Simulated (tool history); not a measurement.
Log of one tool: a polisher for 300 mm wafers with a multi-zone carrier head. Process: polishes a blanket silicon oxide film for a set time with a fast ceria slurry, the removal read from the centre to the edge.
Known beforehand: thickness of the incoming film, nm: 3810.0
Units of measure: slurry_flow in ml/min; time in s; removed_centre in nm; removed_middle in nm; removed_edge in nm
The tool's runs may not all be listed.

run,day,slurry_flow,centre_zone,middle_zone,edge_zone,time,removed_centre,removed_middle,removed_edge
1,0.000,220,1.00,1.00,1.00,80,780.46,787.68,802.11
2,0.304,220,1.00,1.00,1.00,65,636.89,646.87,647.54
3,0.512,220,1.00,1.00,1.02,70,676.83,699.36,692.88
4,0.829,215,1.00,0.99,1.03,75,730.05,725.11,756.54
5,1.021,215,1.00,0.99,1.03,66,630.45,660.81,658.80
6,1.146,215,1.00,0.95,1.03,66,641.70,618.74,678.26
7,1.421,215,1.00,0.96,1.05,71,696.64,679.20,729.40
8,1.625,215,1.00,0.96,1.07,75,723.10,719.95,784.51
9,1.971,220,1.01,0.96,1.09,78,767.34,760.52,824.22

Run 10 is up next; what results do you expect?
10,1.996,225,1.01,0.96,1.10,80,?,?,?

{"run 10": {"removed_centre": 786.69, "removed_middle": 769.62, "removed_edge": 860.41}}

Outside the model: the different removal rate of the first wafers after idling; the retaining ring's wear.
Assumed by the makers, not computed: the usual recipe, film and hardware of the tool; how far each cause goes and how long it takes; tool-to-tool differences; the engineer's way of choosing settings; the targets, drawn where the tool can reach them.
